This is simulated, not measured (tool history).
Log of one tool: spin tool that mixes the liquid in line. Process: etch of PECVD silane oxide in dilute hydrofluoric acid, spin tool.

run  hour  temperature setpoint of the liquid (°C)  parts of water to one part of 49 % hydrofluoric acid (parts by volume)  time under the liquid (s)  thickness taken off the PECVD silane oxide on a monitor wafer (Å)
  1   0.0                                     20.0                                                                     265                        290                                                             109.63
  2   3.3                                     20.0                                                                     265                        290                                                             108.40
  3   3.8                                     23.5                                                                     265                        290                                                             125.19
  4   5.0                                     23.5                                                                     265                        290                                                             126.11
  5  12.6                                     23.5                                                                     205                        290                                                             169.87
  6  14.6                                     23.5                                                                     265                        290                                                             124.15
  7  19.6                                     24.0                                                                     245                        290                                                             138.72
  8  22.1                                     24.5                                                                     225                        290                                                             156.98
  9  26.2                                     25.0                                                                     210                        290                                                             175.09
 10  34.7                                     25.5                                                                     195                        290                                                             194.20
 11  39.2                                     28.0                                                                      90                        290                                                             524.38
 12  45.8                                     27.0                                                                      90                        290                                                             512.15
 13  49.2                                     23.0                                                                     135                        290                                                             274.82
 14  55.3                                     23.5                                                                     135                        290                                                             280.99
 15  55.9                                     24.0                                                                     135                        290                                                             282.54
 16  56.6                                     24.5                                                                     135                        290                                                             291.97
 17  65.3                                     25.0                                                                     135                        290                                                             295.74

Run 18 comes next. What will it give?
 18  69.4                                     26.0                                                                     135                        290                                                                  ?

Run 18 gave thickness taken off the PECVD silane oxide on a monitor wafer (Å) 311.99.
